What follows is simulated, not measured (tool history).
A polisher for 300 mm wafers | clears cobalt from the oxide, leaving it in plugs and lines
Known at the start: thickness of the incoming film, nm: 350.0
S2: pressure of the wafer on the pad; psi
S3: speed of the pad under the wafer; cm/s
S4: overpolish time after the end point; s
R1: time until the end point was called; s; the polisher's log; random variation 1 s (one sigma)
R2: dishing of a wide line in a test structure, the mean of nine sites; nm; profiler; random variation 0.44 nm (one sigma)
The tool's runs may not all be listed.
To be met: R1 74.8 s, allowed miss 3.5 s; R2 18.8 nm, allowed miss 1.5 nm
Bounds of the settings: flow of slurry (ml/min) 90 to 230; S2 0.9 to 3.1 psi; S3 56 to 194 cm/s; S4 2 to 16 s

Run 1, hour 0: flow of slurry (ml/min) 150, S2 2 psi, S3 124 cm/s, S4 8 s. Result: R1 51.542 s, R2 35.002 nm.
Run 2, hour 6.8: flow of slurry (ml/min) 150, S2 2 psi, S3 124 cm/s, S4 10 s. Result: R1 52.218 s, R2 39.471 nm.
Run 3, hour 13.2: flow of slurry (ml/min) 150, S2 1.8 psi, S3 124 cm/s, S4 10 s. Result: R1 58.256 s, R2 36.537 nm.
Run 4, hour 21.6: flow of slurry (ml/min) 150, S2 1.8 psi, S3 152 cm/s, S4 10 s. Result: R1 49.526 s, R2 41.588 nm.
Run 5, hour 23: flow of slurry (ml/min) 150, S2 1.6 psi, S3 152 cm/s, S4 10 s. Result: R1 55.3 s, R2 37.275 nm.
At hour 31.7: head pressure recalibrated.
Run 6, hour 31.7: flow of slurry (ml/min) 150, S2 1.5 psi, S3 152 cm/s, S4 9 s. Result: R1 62.198 s, R2 33.561 nm.
Run 7, hour 36.8: flow of slurry (ml/min) 150, S2 1.5 psi, S3 152 cm/s, S4 9 s. Result: R1 63.937 s, R2 33.428 nm.
Run 8, hour 39.5: flow of slurry (ml/min) 155, S2 1.5 psi, S3 148 cm/s, S4 7 s. Result: R1 64.354 s, R2 28.075 nm.
Run 9, hour 44.4: flow of slurry (ml/min) 155, S2 1.5 psi, S3 148 cm/s, S4 6 s. Result: R1 64.194 s, R2 24.325 nm.
Run 10, hour 51.2: flow of slurry (ml/min) 155, S2 1.4 psi, S3 148 cm/s, S4 5 s. Result: R1 68.874 s, R2 20.388 nm.

4 next moves are on the table. One of them brings every result within its allowed miss. Which?
Run A, hour 58: flow of slurry (ml/min) 170, S2 1.2 psi, S3 134 cm/s, S4 7 s. Result: R1 ?, R2 ?.
Run B, hour 58: flow of slurry (ml/min) 130, S2 1.3 psi, S3 154 cm/s, S4 6 s. Result: R1 ?, R2 ?.
Run C, hour 58: flow of slurry (ml/min) 145, S2 1.4 psi, S3 132 cm/s, S4 5 s. Result: R1 ?, R2 ?.
Run D, hour 58: flow of slurry (ml/min) 155, S2 1.4 psi, S3 136 cm/s, S4 6 s. Result: R1 ?, R2 ?.

move      R1      R2
   A    85.1  21.547
   B  74.358  21.207
   C  76.509  17.872
   D  73.792  21.337
A: takes the result that was furthest off past its target
B: brings the result that was furthest off to its target, and leaves another outside
C: meets every target
D: brings the result that was furthest off to its target, and leaves another outside
Answer: C
